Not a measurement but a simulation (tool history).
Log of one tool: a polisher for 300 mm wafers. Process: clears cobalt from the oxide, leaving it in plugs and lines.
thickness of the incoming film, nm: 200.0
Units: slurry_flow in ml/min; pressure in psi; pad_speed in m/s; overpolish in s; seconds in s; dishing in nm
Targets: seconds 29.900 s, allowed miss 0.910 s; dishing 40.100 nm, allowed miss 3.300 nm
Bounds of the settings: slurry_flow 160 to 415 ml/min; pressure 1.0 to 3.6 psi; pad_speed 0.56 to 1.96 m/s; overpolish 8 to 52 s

Run 1, hour 0.0: slurry_flow 265 ml/min, pressure 2.3 psi, pad_speed 1.26 m/s, overpolish 26 s. Result: seconds 29.992 s, dishing 69.582 nm.
Run 2, hour 6.4: slurry_flow 265 ml/min, pressure 2.3 psi, pad_speed 1.54 m/s, overpolish 26 s. Result: seconds 25.882 s, dishing 69.756 nm.
Run 3, hour 15.1: slurry_flow 255 ml/min, pressure 2.2 psi, pad_speed 1.60 m/s, overpolish 24 s. Result: seconds 26.084 s, dishing 71.350 nm.
Run 4, hour 23.4: slurry_flow 255 ml/min, pressure 2.2 psi, pad_speed 1.60 m/s, overpolish 35 s. Result: seconds 26.488 s, dishing 73.253 nm.
Run 5, hour 28.5: slurry_flow 275 ml/min, pressure 2.1 psi, pad_speed 1.60 m/s, overpolish 32 s. Result: seconds 27.023 s, dishing 69.544 nm.
Run 6, hour 34.9: slurry_flow 290 ml/min, pressure 2.0 psi, pad_speed 1.64 m/s, overpolish 29 s. Result: seconds 27.700 s, dishing 70.317 nm.
Run 7, hour 39.6: slurry_flow 305 ml/min, pressure 2.0 psi, pad_speed 1.64 m/s, overpolish 26 s. Result: seconds 27.820 s, dishing 69.356 nm.
Run 8, hour 47.0: slurry_flow 320 ml/min, pressure 2.0 psi, pad_speed 1.64 m/s, overpolish 24 s. Result: seconds 27.633 s, dishing 69.436 nm.
Run 9, hour 48.0: slurry_flow 300 ml/min, pressure 2.0 psi, pad_speed 1.66 m/s, overpolish 22 s. Result: seconds 27.571 s, dishing 64.369 nm.
Run 10, hour 51.9: slurry_flow 285 ml/min, pressure 1.9 psi, pad_speed 1.70 m/s, overpolish 20 s. Result: seconds 28.332 s, dishing 66.585 nm.
Run 11, hour 59.9: slurry_flow 300 ml/min, pressure 1.8 psi, pad_speed 1.72 m/s, overpolish 19 s. Result: seconds 29.373 s, dishing 64.929 nm.
Run 12, hour 61.3: slurry_flow 315 ml/min, pressure 1.8 psi, pad_speed 1.74 m/s, overpolish 18 s. Result: seconds 28.715 s, dishing 60.689 nm.
Run 13, hour 67.8: slurry_flow 325 ml/min, pressure 1.7 psi, pad_speed 1.76 m/s, overpolish 17 s. Result: seconds 29.910 s, dishing 57.940 nm.
Run 14, hour 69.4: slurry_flow 335 ml/min, pressure 1.7 psi, pad_speed 1.78 m/s, overpolish 16 s. Result: seconds 29.276 s, dishing 57.678 nm.
Run 15, hour 71.3: slurry_flow 345 ml/min, pressure 1.7 psi, pad_speed 1.80 m/s, overpolish 15 s. Result: seconds 29.306 s, dishing 58.918 nm.
Run 16, hour 74.5: slurry_flow 355 ml/min, pressure 1.7 psi, pad_speed 1.82 m/s, overpolish 14 s. Result: seconds 28.970 s, dishing 54.337 nm.
Run 17, hour 82.8: slurry_flow 415 ml/min, pressure 1.3 psi, pad_speed 1.96 m/s, overpolish 8 s. Result: seconds 33.906 s, dishing 35.985 nm.
Run 18, hour 87.1: slurry_flow 410 ml/min, pressure 1.4 psi, pad_speed 1.96 m/s, overpolish 8 s. Result: seconds 31.709 s, dishing 38.626 nm.

Which of these 5 next moves meets every target?
Run A, hour 91.4: slurry_flow 410 ml/min, pressure 1.5 psi, pad_speed 1.96 m/s, overpolish 8 s. Result: seconds ?, dishing ?.
Run B, hour 91.4: slurry_flow 415 ml/min, pressure 1.5 psi, pad_speed 1.80 m/s, overpolish 9 s. Result: seconds ?, dishing ?.
Run C, hour 91.4: slurry_flow 385 ml/min, pressure 1.7 psi, pad_speed 1.62 m/s, overpolish 11 s. Result: seconds ?, dishing ?.
Run D, hour 91.4: slurry_flow 395 ml/min, pressure 1.4 psi, pad_speed 1.92 m/s, overpolish 9 s. Result: seconds ?, dishing ?.
Run E, hour 91.4: slurry_flow 405 ml/min, pressure 1.3 psi, pad_speed 1.80 m/s, overpolish 12 s. Result: seconds ?, dishing ?.

move  seconds  dishing
   A   29.766   39.573
   B   31.931   40.833
   C   31.407   46.631
   D   32.204   40.609
   E   36.112   45.251
A: meets every target
B: further off than the last run
C: as far off as the last run
D: further off than the last run
E: further off than the last run
Move A is the one to make.
